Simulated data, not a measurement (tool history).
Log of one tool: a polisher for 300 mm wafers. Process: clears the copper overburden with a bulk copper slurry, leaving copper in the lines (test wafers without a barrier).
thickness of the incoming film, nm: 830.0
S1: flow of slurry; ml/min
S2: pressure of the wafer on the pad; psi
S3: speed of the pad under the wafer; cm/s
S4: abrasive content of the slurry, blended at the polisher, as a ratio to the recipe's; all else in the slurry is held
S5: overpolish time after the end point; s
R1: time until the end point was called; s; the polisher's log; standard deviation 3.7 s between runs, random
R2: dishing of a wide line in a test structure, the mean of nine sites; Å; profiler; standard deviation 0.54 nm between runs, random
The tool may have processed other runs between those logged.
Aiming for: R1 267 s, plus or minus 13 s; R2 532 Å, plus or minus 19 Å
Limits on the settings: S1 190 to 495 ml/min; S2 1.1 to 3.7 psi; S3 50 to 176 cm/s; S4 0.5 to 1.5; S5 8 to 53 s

run 1 day=0 | S1=320 S2=2.4 S3=112 S4=1 S5=27 | R1=107.64 R2=814.24
run 2 day=0.2 | S1=320 S2=2.2 S3=106 S4=1 S5=28 | R1=126.47 R2=725.18
run 3 day=0.442 | S1=320 S2=2.2 S3=106 S4=1.1 S5=28 | R1=124.86 R2=761
run 4 day=0.575 | S1=285 S2=2.2 S3=106 S4=1.1 S5=28 | R1=122.67 R2=747.58
run 5 day=0.871 | S1=285 S2=2.2 S3=132 S4=1.1 S5=28 | R1=98.149 R2=834.14
run 6 day=1.129 | S1=225 S2=2.2 S3=132 S4=1.1 S5=28 | R1=102.72 R2=816.03
-- day=1.488 slurry blender recalibrated
run 7 day=1.488 | S1=195 S2=1.6 S3=100 S4=1.05 S5=34 | R1=176.67 R2=654.25
run 8 day=1.521 | S1=195 S2=1.5 S3=98 S4=1.05 S5=34 | R1=189.4 R2=627.04
run 9 day=1.671 | S1=190 S2=1.1 S3=76 S4=1.05 S5=36 | R1=332.62 R2=434.43
run 10 day=1.775 | S1=195 S2=1.3 S3=76 S4=1.05 S5=37 | R1=277.95 R2=507.73

Exactly one of the 4 candidate moves below puts every result within its allowed miss. Which one?
run A day=1.879 | S1=260 S2=1.2 S3=70 S4=1.1 S5=40 | R1=? R2=?
run B day=1.879 | S1=190 S2=1.1 S3=88 S4=1.25 S5=41 | R1=? R2=?
run C day=1.879 | S1=215 S2=1.2 S3=86 S4=0.9 S5=34 | R1=? R2=?
run D day=1.879 | S1=225 S2=1.3 S3=82 S4=0.95 S5=30 | R1=? R2=?

move=A R1=299.31 R2=508.13
move=B R1=262.56 R2=548.99
move=C R1=268.99 R2=490.62
move=D R1=254.77 R2=473.65
A: misses by more than the last run did
B: every result within its allowed miss
C: misses by more than the last run did
D: misses by more than the last run did
The move that meets every target is B.

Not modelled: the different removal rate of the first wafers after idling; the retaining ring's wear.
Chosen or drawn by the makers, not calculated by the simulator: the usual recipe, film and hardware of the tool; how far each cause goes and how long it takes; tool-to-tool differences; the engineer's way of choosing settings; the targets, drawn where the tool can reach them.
